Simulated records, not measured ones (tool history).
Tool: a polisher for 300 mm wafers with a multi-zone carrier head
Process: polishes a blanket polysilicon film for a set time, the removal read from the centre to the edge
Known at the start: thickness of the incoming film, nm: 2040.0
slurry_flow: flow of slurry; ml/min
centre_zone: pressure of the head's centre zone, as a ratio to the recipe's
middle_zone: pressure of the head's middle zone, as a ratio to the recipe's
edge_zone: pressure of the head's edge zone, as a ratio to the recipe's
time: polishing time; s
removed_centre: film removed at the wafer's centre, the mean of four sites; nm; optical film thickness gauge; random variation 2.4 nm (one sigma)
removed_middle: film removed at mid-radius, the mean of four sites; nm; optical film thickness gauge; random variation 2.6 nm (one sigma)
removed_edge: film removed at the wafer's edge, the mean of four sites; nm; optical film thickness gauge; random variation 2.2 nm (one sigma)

Run 1, hour 0: slurry_flow 290 ml/min, centre_zone 1, middle_zone 1, edge_zone 1, time 51 s. Result: removed_centre 398.39 nm, removed_middle 347.48 nm, removed_edge 347.86 nm.
Run 2, hour 6.7: slurry_flow 290 ml/min, centre_zone 0.97, middle_zone 1, edge_zone 1, time 51 s. Result: removed_centre 373.91 nm, removed_middle 339.65 nm, removed_edge 353.14 nm.
Run 3, hour 11: slurry_flow 290 ml/min, centre_zone 0.97, middle_zone 1, edge_zone 0.97, time 51 s. Result: removed_centre 378.62 nm, removed_middle 352.09 nm, removed_edge 340.96 nm.
Run 4, hour 12.4: slurry_flow 290 ml/min, centre_zone 0.97, middle_zone 0.93, edge_zone 0.97, time 51 s. Result: removed_centre 380.83 nm, removed_middle 337.51 nm, removed_edge 339.01 nm.
Run 5, hour 15.3: slurry_flow 275 ml/min, centre_zone 0.96, middle_zone 0.9, edge_zone 0.99, time 43 s. Result: removed_centre 319.9 nm, removed_middle 275.34 nm, removed_edge 292.6 nm.
Run 6, hour 17.3: slurry_flow 275 ml/min, centre_zone 0.96, middle_zone 0.9, edge_zone 1.06, time 43 s. Result: removed_centre 315.53 nm, removed_middle 261.64 nm, removed_edge 301.22 nm.

The next listed run, before its measurement:
Run 7, hour 19.8: slurry_flow 270 ml/min, centre_zone 0.94, middle_zone 0.89, edge_zone 1.05, time 38 s. Result: removed_centre ?, removed_middle ?, removed_edge ?.

removed_centre: 276.11 nm
removed_middle: 239.06 nm
removed_edge: 266.33 nm

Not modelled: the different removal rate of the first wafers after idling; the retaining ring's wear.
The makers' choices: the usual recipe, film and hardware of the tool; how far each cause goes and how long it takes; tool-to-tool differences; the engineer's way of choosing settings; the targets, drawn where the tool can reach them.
